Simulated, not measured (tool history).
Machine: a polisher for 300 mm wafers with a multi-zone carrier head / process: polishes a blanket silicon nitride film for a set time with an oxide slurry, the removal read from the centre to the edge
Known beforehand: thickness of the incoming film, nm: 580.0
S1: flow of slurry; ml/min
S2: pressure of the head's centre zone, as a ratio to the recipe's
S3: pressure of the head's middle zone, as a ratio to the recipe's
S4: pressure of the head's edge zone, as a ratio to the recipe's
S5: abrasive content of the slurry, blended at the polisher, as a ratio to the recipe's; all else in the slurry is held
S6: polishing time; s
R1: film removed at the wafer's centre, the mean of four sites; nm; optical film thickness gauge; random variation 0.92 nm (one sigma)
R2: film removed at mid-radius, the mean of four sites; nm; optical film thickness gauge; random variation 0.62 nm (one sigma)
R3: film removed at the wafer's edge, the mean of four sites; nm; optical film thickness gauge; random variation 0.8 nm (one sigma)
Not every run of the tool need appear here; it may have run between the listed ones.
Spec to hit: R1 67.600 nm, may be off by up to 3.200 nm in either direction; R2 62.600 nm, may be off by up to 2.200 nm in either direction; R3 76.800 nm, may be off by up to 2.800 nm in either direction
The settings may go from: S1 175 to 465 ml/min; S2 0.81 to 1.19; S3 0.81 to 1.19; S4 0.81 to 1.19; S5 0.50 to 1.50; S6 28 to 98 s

{"run": 1, "hour": 0.0, "S1": 295, "S2": 1.0, "S3": 1.0, "S4": 1.0, "S5": 1.0, "S6": 63, "R1": 61.038, "R2": 58.87, "R3": 60.474}
{"run": 2, "hour": 6.8, "S1": 295, "S2": 1.0, "S3": 1.06, "S4": 1.0, "S5": 1.0, "S6": 63, "R1": 60.006, "R2": 61.778, "R3": 60.98}
{"run": 3, "hour": 9.5, "S1": 295, "S2": 1.0, "S3": 1.06, "S4": 1.0, "S5": 1.0, "S6": 55, "R1": 51.869, "R2": 54.281, "R3": 51.782}
{"run": 4, "hour": 15.2, "S1": 295, "S2": 1.0, "S3": 1.06, "S4": 1.0, "S5": 0.9, "S6": 55, "R1": 49.998, "R2": 51.343, "R3": 49.303}
{"run": 5, "hour": 21.4, "S1": 295, "S2": 1.0, "S3": 1.06, "S4": 1.04, "S5": 0.9, "S6": 55, "R1": 49.162, "R2": 51.248, "R3": 49.596}
{"run": 6, "hour": 28.8, "S1": 285, "S2": 0.98, "S3": 0.99, "S4": 1.07, "S5": 1.1, "S6": 57, "R1": 56.0, "R2": 56.083, "R3": 58.309}
{"run": 7, "hour": 33.8, "S1": 280, "S2": 0.96, "S3": 0.93, "S4": 1.1, "S5": 1.25, "S6": 58, "R1": 59.806, "R2": 57.566, "R3": 64.732}
{"run": 8, "hour": 34.5, "S1": 280, "S2": 0.96, "S3": 0.91, "S4": 1.13, "S5": 1.35, "S6": 58, "R1": 62.668, "R2": 59.293, "R3": 68.628}
{"run": 9, "hour": 42.7, "S1": 285, "S2": 0.96, "S3": 0.9, "S4": 1.15, "S5": 1.4, "S6": 58, "R1": 63.445, "R2": 59.757, "R3": 68.549}
{"run": 10, "hour": 46.8, "S1": 280, "S2": 0.95, "S3": 0.88, "S4": 1.16, "S5": 1.45, "S6": 59, "R1": 65.233, "R2": 60.435, "R3": 70.317}
{"run": 11, "hour": 49.6, "S1": 280, "S2": 0.95, "S3": 0.88, "S4": 1.16, "S5": 1.45, "S6": 59, "R1": 64.573, "R2": 60.111, "R3": 71.363}
{"run": 12, "hour": 54.5, "S1": 280, "S2": 0.94, "S3": 0.87, "S4": 1.17, "S5": 1.45, "S6": 60, "R1": 66.317, "R2": 60.967, "R3": 73.014}
{"run": 13, "hour": 62.4, "S1": 280, "S2": 0.94, "S3": 0.87, "S4": 1.17, "S5": 1.45, "S6": 60, "R1": 64.966, "R2": 59.739, "R3": 73.55}
{"run": 14, "hour": 71.2, "S1": 280, "S2": 0.94, "S3": 0.87, "S4": 1.18, "S5": 1.45, "S6": 60, "R1": 66.106, "R2": 58.991, "R3": 74.66}
{"run": 15, "hour": 79.6, "S1": 280, "S2": 0.94, "S3": 0.88, "S4": 1.18, "S5": 1.45, "S6": 60, "R1": 64.896, "R2": 60.689, "R3": 72.989}

Pick the move, out of 5, that brings all results within their allowed miss; only one does.
{"run": "A", "hour": 88.0, "S1": 265, "S2": 1.1, "S3": 1.01, "S4": 1.03, "S5": 1.4, "S6": 57, "R1": "?", "R2": "?", "R3": "?"}
{"run": "B", "hour": 88.0, "S1": 320, "S2": 0.91, "S3": 0.84, "S4": 1.12, "S5": 1.5, "S6": 62, "R1": "?", "R2": "?", "R3": "?"}
{"run": "C", "hour": 88.0, "S1": 260, "S2": 0.95, "S3": 0.9, "S4": 1.19, "S5": 1.45, "S6": 57, "R1": "?", "R2": "?", "R3": "?"}
{"run": "D", "hour": 88.0, "S1": 180, "S2": 0.97, "S3": 0.83, "S4": 1.17, "S5": 1.5, "S6": 63, "R1": "?", "R2": "?", "R3": "?"}
{"run": "E", "hour": 88.0, "S1": 305, "S2": 0.86, "S3": 0.9, "S4": 1.17, "S5": 1.45, "S6": 60, "R1": "?", "R2": "?", "R3": "?"}

move=A R1=70.586 R2=64.334 R3=64.465
move=B R1=67.271 R2=63.123 R3=75.628
move=C R1=61.986 R2=59.186 R3=68.812
move=D R1=66.365 R2=58.538 R3=73.487
move=E R1=60.510 R2=63.474 R3=72.986
A: the biggest miss grows against the last run
B: in spec on every target
C: the biggest miss grows against the last run
D: the biggest miss grows against the last run
E: the biggest miss grows against the last run
Correct choice: B, which meets every target
